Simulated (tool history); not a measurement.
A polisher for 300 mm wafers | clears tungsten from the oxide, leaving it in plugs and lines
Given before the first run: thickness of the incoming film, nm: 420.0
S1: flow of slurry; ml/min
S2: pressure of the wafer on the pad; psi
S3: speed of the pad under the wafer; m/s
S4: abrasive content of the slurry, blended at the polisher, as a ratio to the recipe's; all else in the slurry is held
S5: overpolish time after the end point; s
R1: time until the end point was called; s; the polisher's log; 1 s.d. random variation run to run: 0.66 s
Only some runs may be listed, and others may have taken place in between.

| run | hour | S1 | S2 | S3 | S4 | S5 | R1 |
|---|---|---|---|---|---|---|---|
| 1 | 0 | 165 | 2.5 | 1.38 | 1 | 35 | 100.68 |
| 2 | 5.8 | 165 | 3 | 1.38 | 1 | 35 | 85.026 |
| 3 | 8.4 | 165 | 3 | 1.38 | 1.15 | 35 | 83.312 |
| 4 | 11.9 | 165 | 3.2 | 1.42 | 1.15 | 35 | 74.474 |
| 5 | 20.1 | 165 | 3.2 | 1.66 | 1.15 | 35 | 62.97 |
| 6 | 24 | 165 | 3.2 | 1.66 | 1.15 | 35 | 63.489 |
| 7 | 29 | 165 | 3.3 | 1.66 | 1.15 | 35 | 62.926 |

Forecast run 8:
| 8 | 33.2 | 165 | 3.4 | 1.66 | 1.15 | 35 | ? |

R1: 59.937 s
